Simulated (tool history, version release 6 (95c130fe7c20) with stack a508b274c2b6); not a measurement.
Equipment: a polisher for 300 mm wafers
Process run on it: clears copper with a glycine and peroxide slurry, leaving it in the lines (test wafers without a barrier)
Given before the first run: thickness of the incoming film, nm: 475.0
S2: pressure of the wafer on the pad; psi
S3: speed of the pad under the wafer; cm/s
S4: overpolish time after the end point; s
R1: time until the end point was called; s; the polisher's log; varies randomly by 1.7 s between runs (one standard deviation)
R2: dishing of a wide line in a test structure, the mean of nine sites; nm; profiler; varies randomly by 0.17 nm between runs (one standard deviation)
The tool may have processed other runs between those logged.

{"run": 1, "hour": 0.0, "flow of slurry (ml/min)": 185, "S2": 1.8, "S3": 114, "S4": 9, "R1": 123.33, "R2": 23.909}
{"run": 2, "hour": 7.6, "flow of slurry (ml/min)": 180, "S2": 1.7, "S3": 118, "S4": 8, "R1": 120.59, "R2": 21.76}
{"run": 3, "hour": 16.4, "flow of slurry (ml/min)": 180, "S2": 1.4, "S3": 118, "S4": 8, "R1": 137.31, "R2": 20.074}
{"run": 4, "hour": 21.1, "flow of slurry (ml/min)": 180, "S2": 1.4, "S3": 118, "S4": 6, "R1": 138.04, "R2": 15.603}
{"run": 5, "hour": 23.6, "flow of slurry (ml/min)": 180, "S2": 1.4, "S3": 142, "S4": 6, "R1": 124.8, "R2": 17.49}
{"run": 6, "hour": 25.9, "flow of slurry (ml/min)": 185, "S2": 1.5, "S3": 138, "S4": 5, "R1": 121.01, "R2": 15.399}
{"run": 7, "hour": 27.7, "flow of slurry (ml/min)": 195, "S2": 1.8, "S3": 128, "S4": 3, "R1": 109.74, "R2": 10.272}

Expected results for the next run?
{"run": 8, "hour": 31.0, "flow of slurry (ml/min)": 190, "S2": 1.8, "S3": 132, "S4": 3, "R1": "?", "R2": "?"}

R1: 107.10 s
R2: 10.520 nm
